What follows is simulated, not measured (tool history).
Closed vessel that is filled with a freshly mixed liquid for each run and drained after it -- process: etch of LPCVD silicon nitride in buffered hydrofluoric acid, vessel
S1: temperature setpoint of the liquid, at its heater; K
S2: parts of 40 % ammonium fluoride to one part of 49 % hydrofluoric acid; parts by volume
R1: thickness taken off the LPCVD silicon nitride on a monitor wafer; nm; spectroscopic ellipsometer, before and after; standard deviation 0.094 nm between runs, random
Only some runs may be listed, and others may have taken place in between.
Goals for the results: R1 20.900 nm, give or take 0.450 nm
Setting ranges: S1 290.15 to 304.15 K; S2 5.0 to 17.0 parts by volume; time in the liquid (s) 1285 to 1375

{"run": 1, "hour": 0.0, "S1": 296.15, "S2": 10.5, "time in the liquid (s)": 1285, "R1": 17.204}
{"run": 2, "hour": 1.5, "S1": 297.15, "S2": 10.5, "time in the liquid (s)": 1285, "R1": 18.256}
{"run": 3, "hour": 7.3, "S1": 297.65, "S2": 10.5, "time in the liquid (s)": 1285, "R1": 18.718}
{"run": 4, "hour": 12.1, "S1": 295.65, "S2": 10.5, "time in the liquid (s)": 1285, "R1": 16.639}
{"run": 5, "hour": 14.1, "S1": 296.65, "S2": 10.5, "time in the liquid (s)": 1285, "R1": 17.679}
{"run": 6, "hour": 17.4, "S1": 296.65, "S2": 10.5, "time in the liquid (s)": 1285, "R1": 17.68}
{"run": 7, "hour": 21.8, "S1": 297.65, "S2": 10.5, "time in the liquid (s)": 1285, "R1": 18.755}
{"run": 8, "hour": 28.1, "S1": 298.15, "S2": 10.5, "time in the liquid (s)": 1285, "R1": 19.099}
{"run": 9, "hour": 34.9, "S1": 298.65, "S2": 10.5, "time in the liquid (s)": 1285, "R1": 19.65}
{"run": 10, "hour": 36.3, "S1": 299.15, "S2": 10.5, "time in the liquid (s)": 1285, "R1": 20.312}

Next run, 5 choices. One meets every target within its allowed miss, the rest don't. Which?
{"run": "A", "hour": 37.7, "S1": 295.15, "S2": 8.5, "time in the liquid (s)": 1370, "R1": "?"}
{"run": "B", "hour": 37.7, "S1": 299.15, "S2": 11.5, "time in the liquid (s)": 1340, "R1": "?"}
{"run": "C", "hour": 37.7, "S1": 298.15, "S2": 11.0, "time in the liquid (s)": 1365, "R1": "?"}
{"run": "D", "hour": 37.7, "S1": 300.65, "S2": 12.0, "time in the liquid (s)": 1335, "R1": "?"}
{"run": "E", "hour": 37.7, "S1": 294.65, "S2": 8.0, "time in the liquid (s)": 1285, "R1": "?"}

move=A R1=20.513
move=B R1=19.154
move=C R1=19.304
move=D R1=19.838
move=E R1=19.987
A: meets every target
B: misses by more than the last run did
C: misses by more than the last run did
D: misses by more than the last run did
E: misses by more than the last run did
Answer: A

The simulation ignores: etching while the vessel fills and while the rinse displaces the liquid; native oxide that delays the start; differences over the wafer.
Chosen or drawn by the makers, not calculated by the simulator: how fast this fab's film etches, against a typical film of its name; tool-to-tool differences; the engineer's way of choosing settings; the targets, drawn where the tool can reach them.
